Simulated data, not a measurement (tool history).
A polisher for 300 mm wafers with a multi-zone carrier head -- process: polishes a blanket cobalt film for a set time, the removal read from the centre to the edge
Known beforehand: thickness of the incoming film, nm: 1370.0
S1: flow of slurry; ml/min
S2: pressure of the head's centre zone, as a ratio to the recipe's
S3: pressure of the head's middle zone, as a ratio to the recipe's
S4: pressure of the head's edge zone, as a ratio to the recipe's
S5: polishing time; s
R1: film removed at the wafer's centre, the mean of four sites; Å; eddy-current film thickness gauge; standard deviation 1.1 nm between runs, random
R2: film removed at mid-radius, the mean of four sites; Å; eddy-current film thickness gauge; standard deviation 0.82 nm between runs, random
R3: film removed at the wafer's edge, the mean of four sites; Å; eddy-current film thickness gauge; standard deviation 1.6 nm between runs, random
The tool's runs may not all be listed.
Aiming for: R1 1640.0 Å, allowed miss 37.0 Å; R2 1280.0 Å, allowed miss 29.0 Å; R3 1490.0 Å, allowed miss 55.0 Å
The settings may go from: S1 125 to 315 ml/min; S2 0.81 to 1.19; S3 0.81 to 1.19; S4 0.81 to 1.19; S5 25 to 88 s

{"run": 1, "hour": 0.0, "S1": 205, "S2": 1.0, "S3": 1.0, "S4": 1.0, "S5": 56, "R1": 2456.3, "R2": 2385.4, "R3": 2298.0}
{"run": 2, "hour": 5.2, "S1": 170, "S2": 1.0, "S3": 1.0, "S4": 1.0, "S5": 56, "R1": 2402.3, "R2": 2331.7, "R3": 2270.7}
{"run": 3, "hour": 6.0, "S1": 195, "S2": 1.0, "S3": 1.0, "S4": 1.0, "S5": 56, "R1": 2450.5, "R2": 2353.0, "R3": 2339.2}
{"run": 4, "hour": 12.9, "S1": 190, "S2": 1.01, "S3": 0.97, "S4": 1.0, "S5": 51, "R1": 2244.1, "R2": 2062.9, "R3": 2067.1}
{"run": 5, "hour": 17.6, "S1": 185, "S2": 1.01, "S3": 0.94, "S4": 1.0, "S5": 48, "R1": 2090.2, "R2": 1922.3, "R3": 1964.3}
{"run": 6, "hour": 19.4, "S1": 185, "S2": 0.96, "S3": 0.94, "S4": 1.0, "S5": 48, "R1": 2010.6, "R2": 1912.9, "R3": 1938.5}
{"hour": 23.3, "done": "worn pad replaced by a new one"}
{"run": 7, "hour": 23.3, "S1": 180, "S2": 0.98, "S3": 0.92, "S4": 1.01, "S5": 45, "R1": 2064.4, "R2": 1922.3, "R3": 2016.0}
{"run": 8, "hour": 31.8, "S1": 125, "S2": 1.02, "S3": 0.82, "S4": 0.91, "S5": 29, "R1": 1290.9, "R2": 1077.1, "R3": 1189.0}
{"run": 9, "hour": 35.5, "S1": 150, "S2": 1.03, "S3": 0.82, "S4": 0.94, "S5": 29, "R1": 1368.6, "R2": 1087.4, "R3": 1255.4}
{"run": 10, "hour": 39.8, "S1": 175, "S2": 1.03, "S3": 0.83, "S4": 0.95, "S5": 29, "R1": 1383.2, "R2": 1144.2, "R3": 1267.1}
{"run": 11, "hour": 42.4, "S1": 175, "S2": 1.03, "S3": 0.83, "S4": 0.95, "S5": 29, "R1": 1389.5, "R2": 1129.0, "R3": 1241.1}
{"run": 12, "hour": 50.1, "S1": 180, "S2": 1.04, "S3": 0.84, "S4": 0.98, "S5": 29, "R1": 1410.1, "R2": 1150.9, "R3": 1266.9}
{"run": 13, "hour": 53.1, "S1": 190, "S2": 1.04, "S3": 0.84, "S4": 1.02, "S5": 29, "R1": 1427.7, "R2": 1165.0, "R3": 1305.1}
{"run": 14, "hour": 58.6, "S1": 245, "S2": 1.09, "S3": 0.85, "S4": 1.12, "S5": 30, "R1": 1564.7, "R2": 1248.9, "R3": 1443.6}

Next run, 4 choices. One meets every target within its allowed miss, the rest don't. Which?
{"run": "A", "hour": 64.1, "S1": 290, "S2": 1.07, "S3": 0.82, "S4": 1.08, "S5": 31, "R1": "?", "R2": "?", "R3": "?"}
{"run": "B", "hour": 64.1, "S1": 245, "S2": 1.05, "S3": 0.81, "S4": 1.19, "S5": 30, "R1": "?", "R2": "?", "R3": "?"}
{"run": "C", "hour": 64.1, "S1": 255, "S2": 1.05, "S3": 0.84, "S4": 1.12, "S5": 31, "R1": "?", "R2": "?", "R3": "?"}
{"run": "D", "hour": 64.1, "S1": 270, "S2": 1.12, "S3": 0.81, "S4": 1.16, "S5": 30, "R1": "?", "R2": "?", "R3": "?"}

move=A R1=1637.5 R2=1275.5 R3=1476.4
move=B R1=1530.8 R2=1202.9 R3=1475.9
move=C R1=1589.4 R2=1282.5 R3=1486.6
move=D R1=1635.2 R2=1214.5 R3=1469.1
A: each result inside its tolerance
B: moves away from the targets compared with the last run
C: closer than the last run, but not yet in spec
D: the furthest-off result lands on target, but another misses its tolerance
Answer: A

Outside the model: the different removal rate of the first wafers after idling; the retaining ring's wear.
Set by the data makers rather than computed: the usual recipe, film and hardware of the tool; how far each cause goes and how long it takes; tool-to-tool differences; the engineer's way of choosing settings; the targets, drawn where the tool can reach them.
